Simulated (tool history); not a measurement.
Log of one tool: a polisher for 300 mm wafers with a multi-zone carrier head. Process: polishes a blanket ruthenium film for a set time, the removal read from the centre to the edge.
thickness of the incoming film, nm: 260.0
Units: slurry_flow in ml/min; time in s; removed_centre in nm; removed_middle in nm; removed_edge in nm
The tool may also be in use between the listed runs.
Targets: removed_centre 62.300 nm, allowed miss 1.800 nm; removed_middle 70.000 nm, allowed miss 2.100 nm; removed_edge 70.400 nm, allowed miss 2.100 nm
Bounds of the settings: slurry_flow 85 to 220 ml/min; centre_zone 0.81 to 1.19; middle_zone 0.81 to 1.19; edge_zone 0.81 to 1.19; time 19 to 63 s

run  hour  slurry_flow  centre_zone  middle_zone  edge_zone  time  removed_centre  removed_middle  removed_edge
  1   0.0          140         1.00         1.00       1.00    41          57.465          56.874        54.553
  2   4.1          145         0.99         1.00       1.02    42          57.742          57.455        56.419
  3   9.9          150         0.98         1.01       1.04    43          59.227          59.898        59.138
  4  14.1          150         0.91         1.01       1.04    43          55.288          60.220        58.873
     18.4  -- edge zone pressure recalibrated
  5  18.4          150         0.97         1.01       1.04    43          58.139          61.313        61.192
  6  24.8          160         0.97         1.01       1.04    43          58.844          61.316        61.452
  7  33.0          165         0.97         1.02       1.04    43          60.113          61.517        61.146
  8  40.2          170         0.96         1.03       1.05    43          60.067          62.503        62.237
  9  43.5          175         0.95         1.04       1.06    43          59.570          62.663        61.844
 10  52.1          180         0.89         1.08       1.16    48          61.827          73.296        73.570
 11  60.0          180         0.89         1.08       1.15    48          62.558          74.668        72.936
 12  61.4          180         0.89         1.07       1.15    48          61.856          74.705        73.860

5 next moves are on the table. One of them brings every result within its allowed miss. Which?
  A  62.8          185         0.81         0.91       1.14    53               ?               ?             ?
  B  62.8          220         0.89         1.03       1.08    46               ?               ?             ?
  C  62.8          195         0.89         1.02       1.17    48               ?               ?             ?
  D  62.8          215         0.89         1.12       1.07    47               ?               ?             ?
  E  62.8          175         0.90         1.17       1.05    47               ?               ?             ?

move  removed_centre  removed_middle  removed_edge
   A          63.477          70.806        81.058
   B          62.345          69.878        69.812
   C          63.839          71.103        74.624
   D          63.524          76.456        70.789
   E          62.096          76.992        68.590
A: brings the result that was furthest off to its target, and leaves another outside
B: meets every target
C: brings the result that was furthest off to its target, and leaves another outside
D: further off than the last run
E: further off than the last run
Answer: B

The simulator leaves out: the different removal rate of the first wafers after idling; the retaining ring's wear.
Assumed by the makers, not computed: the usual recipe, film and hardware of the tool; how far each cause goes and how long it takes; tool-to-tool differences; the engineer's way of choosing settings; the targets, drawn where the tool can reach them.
